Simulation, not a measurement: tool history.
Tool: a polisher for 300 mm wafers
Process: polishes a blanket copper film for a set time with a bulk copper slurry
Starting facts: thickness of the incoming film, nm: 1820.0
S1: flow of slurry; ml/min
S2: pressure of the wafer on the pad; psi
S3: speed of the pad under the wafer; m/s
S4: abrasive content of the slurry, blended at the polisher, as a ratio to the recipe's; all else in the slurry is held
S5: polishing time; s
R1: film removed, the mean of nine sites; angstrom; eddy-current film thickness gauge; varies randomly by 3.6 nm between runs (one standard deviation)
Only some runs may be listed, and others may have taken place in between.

Run 1, hour 0: S1 180 ml/min, S2 1.9 psi, S3 0.98 m/s, S4 1, S5 24 s. Result: R1 1586.6 angstrom.
Run 2, hour 8.8: S1 215 ml/min, S2 1.9 psi, S3 0.98 m/s, S4 1, S5 24 s. Result: R1 1595.9 angstrom.
Run 3, hour 16.9: S1 215 ml/min, S2 1.9 psi, S3 0.98 m/s, S4 0.8, S5 24 s. Result: R1 1520.6 angstrom.
Run 4, hour 24.9: S1 215 ml/min, S2 2.1 psi, S3 0.98 m/s, S4 0.8, S5 24 s. Result: R1 1697.6 angstrom.
Run 5, hour 33.4: S1 215 ml/min, S2 1.7 psi, S3 0.98 m/s, S4 0.8, S5 24 s. Result: R1 1376.9 angstrom.
Run 6, hour 36.4: S1 215 ml/min, S2 1.5 psi, S3 0.98 m/s, S4 0.8, S5 24 s. Result: R1 1198 angstrom.
Run 7, hour 37.7: S1 215 ml/min, S2 1.7 psi, S3 0.98 m/s, S4 0.8, S5 24 s. Result: R1 1364 angstrom.

For run 8, what comes out?
Run 8, hour 39.6: S1 215 ml/min, S2 1.9 psi, S3 0.98 m/s, S4 0.8, S5 24 s. Result: R1 ?.

{"run 8": {"R1": 1552.4}}
